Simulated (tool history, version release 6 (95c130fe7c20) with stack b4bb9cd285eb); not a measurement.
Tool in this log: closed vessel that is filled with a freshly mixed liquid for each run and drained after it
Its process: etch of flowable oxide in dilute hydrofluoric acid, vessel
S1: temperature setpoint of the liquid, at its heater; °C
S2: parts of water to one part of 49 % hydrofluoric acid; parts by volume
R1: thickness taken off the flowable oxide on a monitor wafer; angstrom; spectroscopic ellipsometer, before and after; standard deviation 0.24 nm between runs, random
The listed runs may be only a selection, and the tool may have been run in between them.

run 1 hour=0 | S1=23 S2=170 time_in_the_liquid_(s)=115 | R1=194.7
run 2 hour=4.9 | S1=23 S2=210 time_in_the_liquid_(s)=115 | R1=150.7
run 3 hour=8.6 | S1=24.5 S2=205 time_in_the_liquid_(s)=115 | R1=164.98
run 4 hour=9.4 | S1=25.5 S2=200 time_in_the_liquid_(s)=115 | R1=176.19
run 5 hour=14.2 | S1=26.5 S2=195 time_in_the_liquid_(s)=115 | R1=184.68
run 6 hour=20.4 | S1=23.5 S2=195 time_in_the_liquid_(s)=115 | R1=164.52
run 7 hour=28.8 | S1=25 S2=190 time_in_the_liquid_(s)=115 | R1=183.29

Run 8, settings as shown, results not yet in. Your forecast:
run 8 hour=36.7 | S1=25 S2=190 time_in_the_liquid_(s)=115 | R1=?

For run 8 the tool returned R1 181.08 angstrom.

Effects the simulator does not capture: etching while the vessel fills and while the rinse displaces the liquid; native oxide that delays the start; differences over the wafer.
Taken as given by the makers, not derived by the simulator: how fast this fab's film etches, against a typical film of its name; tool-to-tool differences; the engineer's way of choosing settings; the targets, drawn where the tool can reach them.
